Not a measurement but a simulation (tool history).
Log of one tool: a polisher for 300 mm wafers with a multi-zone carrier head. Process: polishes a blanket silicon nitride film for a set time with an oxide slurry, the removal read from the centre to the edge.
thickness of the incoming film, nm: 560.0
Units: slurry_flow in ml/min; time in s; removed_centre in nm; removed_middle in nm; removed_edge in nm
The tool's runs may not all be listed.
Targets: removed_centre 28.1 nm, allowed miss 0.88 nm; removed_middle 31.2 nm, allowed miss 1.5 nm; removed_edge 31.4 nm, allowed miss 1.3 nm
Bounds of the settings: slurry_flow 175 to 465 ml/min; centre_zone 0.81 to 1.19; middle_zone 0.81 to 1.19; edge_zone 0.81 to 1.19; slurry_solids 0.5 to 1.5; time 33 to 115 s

| run | hour | slurry_flow | centre_zone | middle_zone | edge_zone | slurry_solids | time | removed_centre | removed_middle | removed_edge |
|---|---|---|---|---|---|---|---|---|---|---|
| 1 | 0 | 295 | 1 | 1 | 1 | 1 | 73 | 43.09 | 42.254 | 43.806 |
| 2 | 2.7 | 295 | 1 | 1 | 1.07 | 1 | 73 | 42.661 | 41.787 | 45.158 |
| 3 | 9 | 295 | 0.97 | 1 | 1.04 | 0.9 | 72 | 40.288 | 39.857 | 43.185 |
| 4 | 9.8 | 290 | 0.95 | 1.02 | 1.02 | 0.8 | 69 | 36.419 | 37.695 | 39.136 |
| 5 | 12.5 | 290 | 0.95 | 1.11 | 1.02 | 0.8 | 69 | 36.53 | 39.739 | 39.119 |
| 6 | 19.8 | 290 | 0.95 | 1.11 | 1.02 | 0.9 | 69 | 37.559 | 42.128 | 41.368 |
| 7 | 22.5 | 285 | 0.93 | 1.09 | 1.01 | 0.8 | 68 | 34.968 | 39.405 | 39.134 |
| 8 | 26.5 | 285 | 0.92 | 1.08 | 1 | 0.75 | 67 | 33.82 | 37.886 | 37.203 |
| 9 | 30.4 | 285 | 0.92 | 1.08 | 1 | 0.75 | 67 | 34.02 | 37.749 | 38.372 |
| 10 | 35.1 | 285 | 0.92 | 1.09 | 1 | 0.7 | 65 | 32.512 | 36.125 | 35.755 |
| 11 | 38.6 | 285 | 0.91 | 1.08 | 0.99 | 0.65 | 64 | 30.932 | 35.408 | 34.447 |
| 12 | 47 | 285 | 0.91 | 1.06 | 0.99 | 0.6 | 64 | 29.992 | 33.124 | 34.802 |
| 13 | 53.3 | 285 | 0.91 | 1.06 | 0.97 | 0.6 | 63 | 30.161 | 33.022 | 32.73 |
| 14 | 54 | 280 | 0.9 | 1.05 | 0.97 | 0.6 | 63 | 29.374 | 32.963 | 32.616 |

Which of these 4 next moves meets every target?
| A | 54.7 | 305 | 0.86 | 0.98 | 0.92 | 0.6 | 62 | ? | ? | ? |
| B | 54.7 | 225 | 1.05 | 1.12 | 0.91 | 0.6 | 57 | ? | ? | ? |
| C | 54.7 | 345 | 0.92 | 0.96 | 0.85 | 1.25 | 51 | ? | ? | ? |
| D | 54.7 | 265 | 1 | 1.04 | 0.97 | 0.75 | 58 | ? | ? | ? |

| move | removed_centre | removed_middle | removed_edge |
|---|---|---|---|
| A | 28.574 | 31.106 | 31.162 |
| B | 30.349 | 30.929 | 28.045 |
| C | 30.461 | 30.872 | 30.446 |
| D | 31.752 | 31.87 | 31.255 |
A: meets every target
B: further off than the last run
C: further off than the last run
D: further off than the last run
The right move is A.
